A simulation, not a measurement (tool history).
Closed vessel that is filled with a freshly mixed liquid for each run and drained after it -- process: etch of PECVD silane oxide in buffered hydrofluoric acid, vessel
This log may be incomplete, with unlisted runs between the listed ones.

run,hour,temperature setpoint of the liquid (C),parts of 40 % ammonium fluoride to one part of 49 % hydrofluoric acid (parts by volume),time in the liquid (s),thickness taken off the PECVD silane oxide on a monitor wafer (angstrom)
1,0,25,13,90,1215.1
2,7.2,23.5,13.5,90,1077.4
3,7.8,22.5,14,90,989.37
4,14.4,22.5,14,95,1031.6
5,19.2,22.5,11,95,1308.5
6,26.2,25,11,95,1504.8
7,26.9,23.5,12,95,1271.4
8,30.5,22.5,12.5,95,1163
9,38.1,21.5,13,95,1044.8
10,38.8,20.5,13.5,95,957.89
11,46.4,20,14,95,901.06
12,51.2,20,14,95,897.89

Run 13 has not been measured yet. What should we expect?
13,51.8,19.5,14,95,?

thickness taken off the PECVD silane oxide on a monitor wafer (angstrom): 870.4
